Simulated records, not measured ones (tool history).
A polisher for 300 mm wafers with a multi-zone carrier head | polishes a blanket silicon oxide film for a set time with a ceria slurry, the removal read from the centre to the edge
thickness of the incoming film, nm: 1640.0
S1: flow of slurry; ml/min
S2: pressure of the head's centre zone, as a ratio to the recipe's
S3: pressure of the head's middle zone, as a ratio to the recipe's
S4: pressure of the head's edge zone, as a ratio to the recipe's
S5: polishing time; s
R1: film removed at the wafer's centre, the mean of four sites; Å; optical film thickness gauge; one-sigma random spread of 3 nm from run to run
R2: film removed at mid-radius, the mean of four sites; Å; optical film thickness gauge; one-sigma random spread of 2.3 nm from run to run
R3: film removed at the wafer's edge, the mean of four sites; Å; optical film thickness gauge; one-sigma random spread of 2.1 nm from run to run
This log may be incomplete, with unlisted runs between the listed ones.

run	day	S1	S2	S3	S4	S5	R1	R2	R3
1	0	240	1	1	1	65	3086	3058.5	3251.7
2	0.038	235	0.99	0.96	0.97	61	2826.9	2836.8	3003.7
3	0.342	235	0.99	1.03	0.97	61	2859.9	2936.9	3026.6
4	0.529	225	1	0.98	0.98	57	2571.6	2685.6	2800.9
5	0.838	230	1.04	0.93	1	54	2591.8	2470.7	2724.7
6	1.146	230	1.04	0.93	1	45	2132.2	2031.1	2251.6
7	1.517	235	1.05	0.93	1.02	46	2248.4	2142.1	2327.8

For run 8, what comes out?
8	1.546	235	1.05	0.91	1.03	46	?	?	?

Run 8 measured R1 2249.4 Å, R2 2077.7 Å, R3 2308.6 Å.

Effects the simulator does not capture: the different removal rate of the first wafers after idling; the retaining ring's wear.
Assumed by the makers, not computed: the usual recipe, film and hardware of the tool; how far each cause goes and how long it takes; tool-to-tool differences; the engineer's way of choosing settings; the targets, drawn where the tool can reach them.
